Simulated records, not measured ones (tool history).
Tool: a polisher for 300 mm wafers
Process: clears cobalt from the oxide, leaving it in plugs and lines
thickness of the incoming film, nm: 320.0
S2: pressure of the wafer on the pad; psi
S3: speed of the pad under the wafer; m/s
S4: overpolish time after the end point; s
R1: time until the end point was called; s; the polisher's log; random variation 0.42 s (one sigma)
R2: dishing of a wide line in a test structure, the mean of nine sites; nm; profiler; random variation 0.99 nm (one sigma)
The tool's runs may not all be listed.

run 1 hour=0.0 | flow_of_slurry_(ml/min)=280 S2=1.8 S3=1.06 S4=20 | R1=77.480 R2=50.385
run 2 hour=1.5 | flow_of_slurry_(ml/min)=280 S2=2.1 S3=1.10 S4=18 | R1=66.315 R2=52.019
run 3 hour=10.3 | flow_of_slurry_(ml/min)=285 S2=2.3 S3=1.18 S4=17 | R1=56.651 R2=54.128
run 4 hour=14.8 | flow_of_slurry_(ml/min)=285 S2=2.5 S3=1.22 S4=17 | R1=51.096 R2=57.403
run 5 hour=19.1 | flow_of_slurry_(ml/min)=285 S2=2.5 S3=1.22 S4=11 | R1=50.517 R2=47.531
run 6 hour=21.8 | flow_of_slurry_(ml/min)=285 S2=2.5 S3=1.04 S4=11 | R1=59.849 R2=41.483
run 7 hour=26.1 | flow_of_slurry_(ml/min)=285 S2=2.6 S3=1.14 S4=12 | R1=52.427 R2=47.280
run 8 hour=29.2 | flow_of_slurry_(ml/min)=285 S2=2.7 S3=1.20 S4=13 | R1=48.757 R2=50.660
run 9 hour=38.2 | flow_of_slurry_(ml/min)=290 S2=2.7 S3=1.26 S4=14 | R1=45.977 R2=54.834

Run 10 comes next. What will it give?
run 10 hour=43.2 | flow_of_slurry_(ml/min)=290 S2=2.7 S3=1.30 S4=14 | R1=? R2=?

Run 10 gave R1 45.501 s, R2 55.626 nm.
